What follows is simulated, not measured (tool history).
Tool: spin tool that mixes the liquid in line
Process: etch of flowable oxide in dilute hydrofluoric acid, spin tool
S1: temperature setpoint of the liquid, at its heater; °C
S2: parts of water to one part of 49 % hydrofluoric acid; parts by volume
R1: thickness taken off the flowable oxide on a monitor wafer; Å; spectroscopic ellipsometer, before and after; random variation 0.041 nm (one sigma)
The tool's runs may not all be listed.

{"run": 1, "hour": 0.0, "S1": 24.0, "S2": 285, "time under the liquid (s)": 50, "R1": 64.824}
{"run": 2, "hour": 3.1, "S1": 24.0, "S2": 200, "time under the liquid (s)": 50, "R1": 98.026}
{"run": 3, "hour": 6.5, "S1": 24.0, "S2": 200, "time under the liquid (s)": 50, "R1": 99.551}
{"run": 4, "hour": 14.3, "S1": 23.0, "S2": 215, "time under the liquid (s)": 50, "R1": 86.814}
{"run": 5, "hour": 16.1, "S1": 25.5, "S2": 215, "time under the liquid (s)": 50, "R1": 96.962}
{"run": 6, "hour": 20.5, "S1": 25.5, "S2": 215, "time under the liquid (s)": 50, "R1": 96.527}
{"run": 7, "hour": 27.8, "S1": 24.5, "S2": 225, "time under the liquid (s)": 50, "R1": 88.954}
{"run": 8, "hour": 30.4, "S1": 23.5, "S2": 235, "time under the liquid (s)": 50, "R1": 80.979}
{"hour": 31.4, "done": "hydrofluoric acid flow meter replaced"}
{"run": 9, "hour": 31.4, "S1": 22.5, "S2": 245, "time under the liquid (s)": 50, "R1": 68.757}
{"run": 10, "hour": 35.8, "S1": 22.0, "S2": 245, "time under the liquid (s)": 50, "R1": 68.386}
{"run": 11, "hour": 38.0, "S1": 21.5, "S2": 245, "time under the liquid (s)": 50, "R1": 66.77}

The next listed run, before its measurement:
{"run": 12, "hour": 43.9, "S1": 21.0, "S2": 245, "time under the liquid (s)": 50, "R1": "?"}

R1: 64.829 Å
